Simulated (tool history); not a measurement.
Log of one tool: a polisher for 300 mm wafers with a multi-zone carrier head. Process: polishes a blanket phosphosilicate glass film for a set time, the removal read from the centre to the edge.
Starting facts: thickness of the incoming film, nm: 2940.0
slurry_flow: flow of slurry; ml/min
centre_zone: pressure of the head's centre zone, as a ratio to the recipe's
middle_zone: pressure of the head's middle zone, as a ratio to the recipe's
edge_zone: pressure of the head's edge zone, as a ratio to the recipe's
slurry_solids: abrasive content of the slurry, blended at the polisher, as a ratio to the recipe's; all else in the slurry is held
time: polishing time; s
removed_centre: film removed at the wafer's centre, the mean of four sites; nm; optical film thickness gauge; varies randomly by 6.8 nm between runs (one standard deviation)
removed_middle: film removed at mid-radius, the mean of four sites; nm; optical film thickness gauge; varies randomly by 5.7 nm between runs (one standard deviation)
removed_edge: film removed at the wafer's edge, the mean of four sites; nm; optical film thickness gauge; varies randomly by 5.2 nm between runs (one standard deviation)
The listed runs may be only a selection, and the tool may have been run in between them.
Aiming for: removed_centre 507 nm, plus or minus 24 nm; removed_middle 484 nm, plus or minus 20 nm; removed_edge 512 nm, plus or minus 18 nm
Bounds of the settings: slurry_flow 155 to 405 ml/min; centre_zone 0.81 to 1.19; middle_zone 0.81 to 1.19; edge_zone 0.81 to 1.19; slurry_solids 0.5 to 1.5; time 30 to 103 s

run  hour  slurry_flow  centre_zone  middle_zone  edge_zone  slurry_solids  time  removed_centre  removed_middle  removed_edge
  1     0          260            1            1          1              1    66          398.74          410.14        401.61
  2   3.5          215            1            1          1              1    66          380.09           401.1        392.91
  3   4.4          190            1            1          1              1    66          370.66          381.46        393.17
  4   6.6          190            1            1          1              1    53          303.09          305.14        315.08
  5   7.3          190            1            1       0.92              1    53          302.79           315.5        298.52
  6    14          190            1         0.96       0.92              1    53          300.21          299.79        303.08
  7    22          195         1.01         0.97       0.94           1.05    54          321.01          323.44        315.07
  8  27.5          165         0.98         0.87       1.04            1.3    72          441.15          407.08        484.81
  9  33.9          175         0.99         0.88       1.04            1.3    72           439.1          417.29        477.36

5 next moves are on the table. One of them brings every result within its allowed miss. Which?
  A  40.3          255         0.85         1.09       1.02            1.5    66               ?               ?             ?
  B  40.3          230          1.1         1.11       0.96            1.5    68               ?               ?             ?
  C  40.3          175         1.03         0.92       0.99           1.35    79               ?               ?             ?
  D  40.3          170         0.97         0.88       1.08            1.3    68               ?               ?             ?
  E  40.3          230         0.88            1       0.99           1.15    74               ?               ?             ?

move  removed_centre  removed_middle  removed_edge
   A          396.69          505.43        473.01
   B          522.01          521.05        468.34
   C          517.76           474.6        514.65
   D          410.59          385.82        453.93
   E          408.81          468.42        467.11
A: carries the result that was furthest off beyond its target, to the other side
B: carries the result that was furthest off beyond its target, to the other side
C: all results in spec
D: further off than the last run
E: puts the biggest miss on target and leaves a different result outside tolerance
So the answer is move C, the one that meets all the targets.

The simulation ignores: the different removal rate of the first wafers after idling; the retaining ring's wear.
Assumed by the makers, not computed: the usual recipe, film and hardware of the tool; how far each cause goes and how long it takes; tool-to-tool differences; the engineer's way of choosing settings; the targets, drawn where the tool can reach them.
